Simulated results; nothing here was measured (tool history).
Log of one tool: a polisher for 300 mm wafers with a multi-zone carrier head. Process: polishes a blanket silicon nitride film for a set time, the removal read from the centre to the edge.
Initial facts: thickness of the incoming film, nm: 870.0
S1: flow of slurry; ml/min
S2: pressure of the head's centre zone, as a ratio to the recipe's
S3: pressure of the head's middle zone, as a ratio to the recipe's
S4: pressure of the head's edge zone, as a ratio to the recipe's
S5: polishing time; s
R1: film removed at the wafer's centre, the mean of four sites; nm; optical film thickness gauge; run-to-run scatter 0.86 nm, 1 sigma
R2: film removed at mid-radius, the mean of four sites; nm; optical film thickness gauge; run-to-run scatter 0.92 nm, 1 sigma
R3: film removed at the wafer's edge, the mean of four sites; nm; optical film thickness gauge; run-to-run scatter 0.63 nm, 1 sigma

run  hour   S1    S2    S3    S4  S5       R1       R2       R3
  1   0.0  245  1.00  1.00  1.00  38   89.733   90.113   88.666
  2   8.6  295  1.00  1.00  1.00  38   89.686   93.289   93.082
  3  15.4  295  1.00  1.00  1.00  47  114.930  115.870  115.070
  4  17.9  295  1.00  0.95  1.00  47  112.370  110.380  113.820
  5  23.6  295  0.96  0.95  1.00  47  110.240  110.630  113.290
  6  30.9  295  0.96  0.95  1.08  47  108.420  110.580  120.170
  7  39.4  270  0.90  0.98  0.98  37   78.962   86.788   88.769
  8  46.1  260  0.91  0.98  0.96  36   77.206   84.825   84.201
  9  47.1  250  0.91  0.98  0.94  35   75.551   83.057   79.712
 10  55.0  245  0.90  0.97  0.92  35   72.560   82.650   81.069
 11  59.6  240  0.92  0.97  0.91  34   73.560   77.488   77.464
 12  68.0  235  0.92  0.98  0.90  33   70.121   74.686   73.372

Forecast run 13:
 13  69.4  230  0.92  0.99  0.89  33   ?   ?   ?

R1: 69.099 nm
R2: 75.956 nm
R3: 73.551 nm
